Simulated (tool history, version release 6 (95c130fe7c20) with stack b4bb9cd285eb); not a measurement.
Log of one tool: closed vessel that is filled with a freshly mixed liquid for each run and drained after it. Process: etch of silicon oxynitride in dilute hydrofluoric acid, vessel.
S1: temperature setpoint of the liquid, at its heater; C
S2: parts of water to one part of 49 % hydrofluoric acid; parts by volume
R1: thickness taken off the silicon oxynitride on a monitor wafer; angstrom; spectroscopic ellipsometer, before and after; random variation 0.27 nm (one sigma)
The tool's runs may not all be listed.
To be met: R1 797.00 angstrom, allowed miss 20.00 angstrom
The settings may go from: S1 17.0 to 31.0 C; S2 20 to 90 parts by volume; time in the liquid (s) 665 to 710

Run 1, hour 0.0: S1 23.0 C, S2 50 parts by volume, time in the liquid (s) 665. Result: R1 348.22 angstrom.
Run 2, hour 5.1: S1 23.0 C, S2 60 parts by volume, time in the liquid (s) 665. Result: R1 284.96 angstrom.
Run 3, hour 11.1: S1 23.0 C, S2 45 parts by volume, time in the liquid (s) 665. Result: R1 386.08 angstrom.
Run 4, hour 13.9: S1 26.5 C, S2 45 parts by volume, time in the liquid (s) 665. Result: R1 456.34 angstrom.
Run 5, hour 21.6: S1 23.0 C, S2 45 parts by volume, time in the liquid (s) 665. Result: R1 388.53 angstrom.
Run 6, hour 23.2: S1 25.0 C, S2 40 parts by volume, time in the liquid (s) 665. Result: R1 481.13 angstrom.
Run 7, hour 24.1: S1 26.5 C, S2 40 parts by volume, time in the liquid (s) 665. Result: R1 519.55 angstrom.
Run 8, hour 25.9: S1 30.5 C, S2 30 parts by volume, time in the liquid (s) 665. Result: R1 846.52 angstrom.
Run 9, hour 32.8: S1 30.0 C, S2 30 parts by volume, time in the liquid (s) 665. Result: R1 820.94 angstrom.

4 next moves are on the table. One of them brings every result within its allowed miss. Which?
Run A, hour 39.7: S1 25.5 C, S2 25 parts by volume, time in the liquid (s) 690. Result: R1 ?.
Run B, hour 39.7: S1 28.0 C, S2 30 parts by volume, time in the liquid (s) 710. Result: R1 ?.
Run C, hour 39.7: S1 30.0 C, S2 30 parts by volume, time in the liquid (s) 695. Result: R1 ?.
Run D, hour 39.7: S1 30.5 C, S2 30 parts by volume, time in the liquid (s) 665. Result: R1 ?.

move      R1
   A  823.56
   B  794.71
   C  855.80
   D  838.44
A: further off than the last run
B: meets every target
C: further off than the last run
D: further off than the last run
Move B is the one to make.

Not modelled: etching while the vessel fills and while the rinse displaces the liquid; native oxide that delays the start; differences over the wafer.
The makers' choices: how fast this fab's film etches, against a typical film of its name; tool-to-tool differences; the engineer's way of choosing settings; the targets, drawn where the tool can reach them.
